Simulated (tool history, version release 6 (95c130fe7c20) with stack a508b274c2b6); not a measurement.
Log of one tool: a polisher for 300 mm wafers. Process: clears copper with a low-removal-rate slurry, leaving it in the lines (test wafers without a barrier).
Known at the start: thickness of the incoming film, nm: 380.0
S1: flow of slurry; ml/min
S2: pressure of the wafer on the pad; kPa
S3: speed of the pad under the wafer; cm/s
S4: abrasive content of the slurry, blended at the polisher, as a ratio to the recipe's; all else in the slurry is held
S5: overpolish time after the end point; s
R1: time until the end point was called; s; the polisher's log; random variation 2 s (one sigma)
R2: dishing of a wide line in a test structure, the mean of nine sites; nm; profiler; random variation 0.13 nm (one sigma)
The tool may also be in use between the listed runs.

run,hour,S1,S2,S3,S4,S5,R1,R2
1,0.0,185,14.5,112,1.00,11,160.47,18.1250
2,3.9,185,16.5,112,1.00,11,140.45,21.2500
3,9.5,185,14.5,120,1.00,10,150.15,18.6330
4,16.5,205,14.5,112,1.10,9,154.72,14.7070
# hour 17.5: worn pad replaced by a new one
5,17.5,205,14.5,112,1.20,9,137.37,16.6530
6,25.9,220,13.1,110,1.25,8,153.11,13.9370
7,31.0,235,13.1,102,1.30,7,166.44,12.1440
8,36.8,245,11.7,106,1.35,6,174.06,9.4369

Run 9 comes next. What will it give?
9,37.6,255,11.0,116,1.30,5,?,?

{"run 9": {"R1": 164.15, "R2": 8.1917}}
